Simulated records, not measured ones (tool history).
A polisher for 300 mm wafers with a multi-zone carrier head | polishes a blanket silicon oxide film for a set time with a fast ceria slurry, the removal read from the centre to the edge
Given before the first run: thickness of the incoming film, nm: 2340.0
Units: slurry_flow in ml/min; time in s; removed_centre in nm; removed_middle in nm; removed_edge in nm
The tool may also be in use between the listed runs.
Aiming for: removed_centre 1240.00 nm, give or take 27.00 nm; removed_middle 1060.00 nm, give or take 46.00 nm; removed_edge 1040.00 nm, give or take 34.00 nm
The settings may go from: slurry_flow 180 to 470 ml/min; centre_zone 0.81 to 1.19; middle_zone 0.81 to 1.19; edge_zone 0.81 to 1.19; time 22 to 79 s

{"run": 1, "hour": 0.0, "slurry_flow": 300, "centre_zone": 1.0, "middle_zone": 1.0, "edge_zone": 1.0, "time": 50, "removed_centre": 809.84, "removed_middle": 779.15, "removed_edge": 811.74}
{"run": 2, "hour": 8.1, "slurry_flow": 300, "centre_zone": 1.0, "middle_zone": 1.0, "edge_zone": 1.0, "time": 38, "removed_centre": 606.48, "removed_middle": 593.77, "removed_edge": 606.92}
{"run": 3, "hour": 15.2, "slurry_flow": 320, "centre_zone": 1.05, "middle_zone": 1.03, "edge_zone": 1.02, "time": 43, "removed_centre": 726.99, "removed_middle": 695.5, "removed_edge": 704.54}
{"run": 4, "hour": 17.3, "slurry_flow": 335, "centre_zone": 1.09, "middle_zone": 1.04, "edge_zone": 1.01, "time": 47, "removed_centre": 812.51, "removed_middle": 760.04, "removed_edge": 774.23}
{"run": 5, "hour": 19.7, "slurry_flow": 390, "centre_zone": 1.09, "middle_zone": 1.04, "edge_zone": 1.01, "time": 47, "removed_centre": 837.98, "removed_middle": 805.52, "removed_edge": 775.65}
{"run": 6, "hour": 28.6, "slurry_flow": 425, "centre_zone": 1.09, "middle_zone": 1.04, "edge_zone": 1.01, "time": 47, "removed_centre": 838.2, "removed_middle": 786.99, "removed_edge": 762.58}
{"run": 7, "hour": 30.9, "slurry_flow": 430, "centre_zone": 1.12, "middle_zone": 1.04, "edge_zone": 1.01, "time": 51, "removed_centre": 940.59, "removed_middle": 842.62, "removed_edge": 852.81}
{"run": 8, "hour": 38.0, "slurry_flow": 440, "centre_zone": 1.14, "middle_zone": 1.05, "edge_zone": 0.99, "time": 54, "removed_centre": 990.29, "removed_middle": 934.73, "removed_edge": 895.18}
{"run": 9, "hour": 40.8, "slurry_flow": 365, "centre_zone": 1.19, "middle_zone": 0.95, "edge_zone": 0.89, "time": 68, "removed_centre": 1282.5, "removed_middle": 1037.7, "removed_edge": 1047.1}

5 next moves are on the table. One of them brings every result within its allowed miss. Which?
{"run": "A", "hour": 43.6, "slurry_flow": 295, "centre_zone": 1.18, "middle_zone": 1.0, "edge_zone": 0.92, "time": 67, "removed_centre": "?", "removed_middle": "?", "removed_edge": "?"}
{"run": "B", "hour": 43.6, "slurry_flow": 380, "centre_zone": 1.19, "middle_zone": 0.95, "edge_zone": 0.85, "time": 69, "removed_centre": "?", "removed_middle": "?", "removed_edge": "?"}
{"run": "C", "hour": 43.6, "slurry_flow": 280, "centre_zone": 1.19, "middle_zone": 0.96, "edge_zone": 0.93, "time": 71, "removed_centre": "?", "removed_middle": "?", "removed_edge": "?"}
{"run": "D", "hour": 43.6, "slurry_flow": 355, "centre_zone": 1.09, "middle_zone": 0.91, "edge_zone": 0.97, "time": 69, "removed_centre": "?", "removed_middle": "?", "removed_edge": "?"}
{"run": "E", "hour": 43.6, "slurry_flow": 365, "centre_zone": 1.17, "middle_zone": 0.86, "edge_zone": 1.01, "time": 70, "removed_centre": "?", "removed_middle": "?", "removed_edge": "?"}

move=A removed_centre=1225.40 removed_middle=1045.50 removed_edge=1015.90
move=B removed_centre=1302.20 removed_middle=1054.60 removed_edge=1026.90
move=C removed_centre=1300.20 removed_middle=1065.40 removed_edge=1078.60
move=D removed_centre=1203.50 removed_middle=1012.00 removed_edge=1087.10
move=E removed_centre=1297.00 removed_middle=981.93 removed_edge=1127.20
A: hits every target within its allowed miss
B: moves away from the targets compared with the last run
C: moves away from the targets compared with the last run
D: carries the result that was furthest off beyond its target, to the other side
E: moves away from the targets compared with the last run
Correct choice: A, which meets every target

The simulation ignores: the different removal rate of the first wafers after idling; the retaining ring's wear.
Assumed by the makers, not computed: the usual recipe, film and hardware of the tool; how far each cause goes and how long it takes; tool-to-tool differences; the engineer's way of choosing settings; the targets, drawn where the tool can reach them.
